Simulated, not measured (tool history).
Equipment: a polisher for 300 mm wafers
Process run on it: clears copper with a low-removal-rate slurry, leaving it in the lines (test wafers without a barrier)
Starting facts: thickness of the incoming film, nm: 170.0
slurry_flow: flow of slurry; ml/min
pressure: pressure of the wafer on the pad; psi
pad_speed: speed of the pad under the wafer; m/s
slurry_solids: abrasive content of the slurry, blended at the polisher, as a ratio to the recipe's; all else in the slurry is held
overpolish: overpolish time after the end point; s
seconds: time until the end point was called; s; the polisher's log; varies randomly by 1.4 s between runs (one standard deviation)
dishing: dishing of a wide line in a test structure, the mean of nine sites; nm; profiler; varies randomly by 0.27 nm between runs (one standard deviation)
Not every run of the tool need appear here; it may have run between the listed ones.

run,day,slurry_flow,pressure,pad_speed,slurry_solids,overpolish,seconds,dishing
1,0.000,285,2.5,0.84,1.0,20,73.416,23.941
2,0.304,285,2.5,0.84,1.2,20,70.791,24.049
3,0.679,285,2.4,0.84,1.2,21,74.473,23.183
4,0.733,280,2.3,0.84,1.2,22,77.946,23.702
5,0.967,280,2.3,0.84,1.2,30,76.945,27.838
6,1.304,245,2.3,0.84,1.2,30,78.759,27.538

Run 7, settings as shown, results not yet in. Your forecast:
7,1.379,245,2.2,0.84,1.2,30,?,?

{"run 7": {"seconds": 81.286, "dishing": 26.516}}

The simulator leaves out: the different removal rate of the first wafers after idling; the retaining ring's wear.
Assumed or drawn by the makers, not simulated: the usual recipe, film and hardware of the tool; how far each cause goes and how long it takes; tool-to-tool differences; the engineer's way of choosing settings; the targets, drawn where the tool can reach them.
